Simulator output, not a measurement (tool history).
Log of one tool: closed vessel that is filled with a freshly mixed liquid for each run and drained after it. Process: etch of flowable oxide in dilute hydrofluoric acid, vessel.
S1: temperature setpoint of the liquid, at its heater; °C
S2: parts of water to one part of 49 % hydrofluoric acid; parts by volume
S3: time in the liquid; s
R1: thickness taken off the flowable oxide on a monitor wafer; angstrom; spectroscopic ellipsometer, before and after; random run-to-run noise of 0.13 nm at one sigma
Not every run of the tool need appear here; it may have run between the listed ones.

run 1 hour=0 | S1=22 S2=155 S3=35 | R1=137.83
run 2 hour=5.5 | S1=22 S2=185 S3=35 | R1=110.7
run 3 hour=6.4 | S1=24.5 S2=185 S3=35 | R1=122.26
run 4 hour=9.2 | S1=26 S2=165 S3=35 | R1=146.86
run 5 hour=13.9 | S1=24 S2=165 S3=35 | R1=137.81
run 6 hour=21.2 | S1=25.5 S2=165 S3=35 | R1=144.96
run 7 hour=22.5 | S1=25.5 S2=165 S3=35 | R1=145.77
run 8 hour=23.6 | S1=26.5 S2=150 S3=35 | R1=168.95

Predict the results of run 9:
run 9 hour=27.8 | S1=30 S2=95 S3=35 | R1=?

R1: 328.17 angstrom
